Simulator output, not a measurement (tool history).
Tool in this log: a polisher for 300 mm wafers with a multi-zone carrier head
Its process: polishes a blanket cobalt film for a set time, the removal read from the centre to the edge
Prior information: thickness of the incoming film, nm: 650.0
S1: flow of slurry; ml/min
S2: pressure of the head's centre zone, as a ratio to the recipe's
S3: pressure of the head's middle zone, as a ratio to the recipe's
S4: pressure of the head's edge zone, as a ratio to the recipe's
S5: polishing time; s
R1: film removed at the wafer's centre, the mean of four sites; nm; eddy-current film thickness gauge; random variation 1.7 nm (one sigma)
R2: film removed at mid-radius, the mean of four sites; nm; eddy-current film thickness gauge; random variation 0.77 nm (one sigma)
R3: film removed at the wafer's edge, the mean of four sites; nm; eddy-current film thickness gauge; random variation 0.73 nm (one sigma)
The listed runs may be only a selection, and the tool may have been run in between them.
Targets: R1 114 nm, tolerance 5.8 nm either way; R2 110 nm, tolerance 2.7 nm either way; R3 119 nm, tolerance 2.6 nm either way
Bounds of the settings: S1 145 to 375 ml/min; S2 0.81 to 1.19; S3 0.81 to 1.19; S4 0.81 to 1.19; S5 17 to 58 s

run 1 hour=0 | S1=240 S2=1 S3=1 S4=1 S5=37 | R1=212.97 R2=222.48 R3=214.41
run 2 hour=2.1 | S1=210 S2=1 S3=1 S4=1 S5=37 | R1=216.07 R2=219.23 R3=213.02
run 3 hour=7.9 | S1=205 S2=0.98 S3=0.96 S4=0.98 S5=33 | R1=183.98 R2=190.78 R3=186.93
run 4 hour=14 | S1=205 S2=0.98 S3=0.96 S4=1.06 S5=33 | R1=185.87 R2=186.6 R3=193.07
run 5 hour=17.6 | S1=205 S2=0.98 S3=0.96 S4=1.06 S5=29 | R1=161.66 R2=166.31 R3=169.17
run 6 hour=21.5 | S1=205 S2=0.98 S3=0.96 S4=1.06 S5=37 | R1=207.88 R2=212.97 R3=218.22
run 7 hour=30.4 | S1=200 S2=0.98 S3=0.94 S4=1.05 S5=33 | R1=181.02 R2=185.35 R3=192.58
run 8 hour=34.1 | S1=195 S2=0.99 S3=0.92 S4=1.04 S5=30 | R1=166.92 R2=162.92 R3=173.43
run 9 hour=41.9 | S1=195 S2=0.98 S3=0.9 S4=1.02 S5=28 | R1=155.87 R2=149.56 R3=160.32
run 10 hour=49.5 | S1=195 S2=0.97 S3=0.88 S4=1 S5=27 | R1=152.44 R2=141.92 R3=154.35

4 next moves are on the table. One of them brings every result within its allowed miss. Which?
run A hour=57.1 | S1=175 S2=0.93 S3=0.84 S4=1.04 S5=22 | R1=? R2=? R3=?
run B hour=57.1 | S1=195 S2=0.95 S3=0.87 S4=1.11 S5=21 | R1=? R2=? R3=?
run C hour=57.1 | S1=145 S2=0.81 S3=0.84 S4=1.06 S5=40 | R1=? R2=? R3=?
run D hour=57.1 | S1=300 S2=0.96 S3=0.88 S4=1.02 S5=20 | R1=? R2=? R3=?

move=A R1=113.87 R2=109.85 R3=127.6
move=B R1=112.52 R2=109.15 R3=126.86
move=C R1=175.87 R2=195.67 R3=230.61
move=D R1=113.25 R2=109.23 R3=119.35
A: moves toward the targets from the last run without getting all of them in spec
B: moves toward the targets from the last run without getting all of them in spec
C: moves away from the targets compared with the last run
D: meets every target
D is the move that brings every result within its allowed miss.
